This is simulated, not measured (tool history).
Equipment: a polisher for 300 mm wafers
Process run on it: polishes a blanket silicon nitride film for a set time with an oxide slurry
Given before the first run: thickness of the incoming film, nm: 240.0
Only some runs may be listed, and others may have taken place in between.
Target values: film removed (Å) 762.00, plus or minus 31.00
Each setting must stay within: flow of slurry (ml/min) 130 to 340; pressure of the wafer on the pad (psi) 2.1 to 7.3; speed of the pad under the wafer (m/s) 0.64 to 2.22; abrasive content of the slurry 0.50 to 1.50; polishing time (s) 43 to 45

run	hour	flow of slurry (ml/min)	pressure of the wafer on the pad (psi)	speed of the pad under the wafer (m/s)	abrasive content of the slurry	polishing time (s)	film removed (Å)
1	0.0	220	4.7	1.42	1.00	43	480.16
2	7.5	255	4.7	1.42	1.00	43	494.96
3	9.5	255	5.2	1.42	1.00	43	529.35
4	14.2	255	5.8	1.42	1.00	43	590.65
5	16.7	255	6.2	1.44	1.00	43	648.29
6	21.6	255	6.4	1.44	1.00	43	665.24
7	28.7	255	6.6	1.44	1.00	43	681.54
8	36.9	255	6.8	1.44	1.00	43	699.48
9	37.6	255	6.9	1.44	1.00	43	726.26
10	43.1	255	7.0	1.44	1.00	43	725.98

4 next moves are on the table. One of them brings every result within its allowed miss. Which?
A	48.6	255	6.8	1.32	0.95	45	?
B	48.6	240	6.6	1.40	1.10	43	?
C	48.6	265	7.1	1.38	1.00	45	?
D	48.6	240	7.2	1.32	0.95	44	?

move	film removed (Å)
A	692.50
B	707.39
C	763.19
D	711.10
A: further off than the last run
B: further off than the last run
C: each result inside its tolerance
D: further off than the last run
So the answer is move C, the one that meets all the targets.

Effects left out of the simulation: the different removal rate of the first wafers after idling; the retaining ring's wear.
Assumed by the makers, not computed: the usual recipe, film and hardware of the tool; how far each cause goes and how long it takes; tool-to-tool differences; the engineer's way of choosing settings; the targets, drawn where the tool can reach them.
